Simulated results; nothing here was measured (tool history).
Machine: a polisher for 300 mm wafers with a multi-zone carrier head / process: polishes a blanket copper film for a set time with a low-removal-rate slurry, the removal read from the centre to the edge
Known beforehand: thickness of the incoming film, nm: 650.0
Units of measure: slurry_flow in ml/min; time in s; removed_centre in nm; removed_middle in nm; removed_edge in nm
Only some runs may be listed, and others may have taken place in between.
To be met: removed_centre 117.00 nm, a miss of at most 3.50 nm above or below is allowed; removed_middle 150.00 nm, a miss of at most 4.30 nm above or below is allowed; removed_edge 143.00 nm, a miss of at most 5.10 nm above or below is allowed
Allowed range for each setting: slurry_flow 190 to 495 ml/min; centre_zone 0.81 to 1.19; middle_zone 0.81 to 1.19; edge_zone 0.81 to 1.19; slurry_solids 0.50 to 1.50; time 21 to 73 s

run  hour  slurry_flow  centre_zone  middle_zone  edge_zone  slurry_solids  time  removed_centre  removed_middle  removed_edge
  1   0.0          320         1.00         1.00       1.00           1.00    47          140.08          141.69        141.07
  2   2.6          320         1.00         1.06       1.00           1.00    47          140.53          146.41        141.47
  3   7.3          320         1.00         1.06       1.00           0.90    47          140.02          144.77        139.72
  4  15.1          320         1.00         1.13       1.00           0.90    47          138.34          153.26        137.22
  5  18.2          310         0.96         1.12       1.02           0.90    47          131.22          152.01        138.99
  6  23.0          310         0.96         1.12       0.96           0.90    47          133.02          151.75        135.74
  7  25.2          300         0.93         1.11       0.98           0.90    47          129.18          149.17        133.01
  8  29.1          305         0.90         1.11       1.03           0.90    47          125.77          150.24        140.14

5 next moves are on the table. One of them brings every result within its allowed miss. Which?
  A  33.0          240         0.99         1.16       1.08           1.30    43               ?               ?             ?
  B  33.0          285         0.98         1.09       1.10           1.15    44               ?               ?             ?
  C  33.0          380         0.84         1.14       1.14           0.95    44               ?               ?             ?
  D  33.0          260         0.93         1.12       0.97           0.95    48               ?               ?             ?
  E  33.0          315         0.94         1.10       0.97           0.85    49               ?               ?             ?

move  removed_centre  removed_middle  removed_edge
   A          129.52          149.43        137.11
   B          131.39          144.67        140.71
   C          115.03          149.24        141.13
   D          130.71          154.13        137.95
   E          135.16          155.21        140.38
A: further off than the last run
B: further off than the last run
C: all results in spec
D: further off than the last run
E: further off than the last run
Answer: C

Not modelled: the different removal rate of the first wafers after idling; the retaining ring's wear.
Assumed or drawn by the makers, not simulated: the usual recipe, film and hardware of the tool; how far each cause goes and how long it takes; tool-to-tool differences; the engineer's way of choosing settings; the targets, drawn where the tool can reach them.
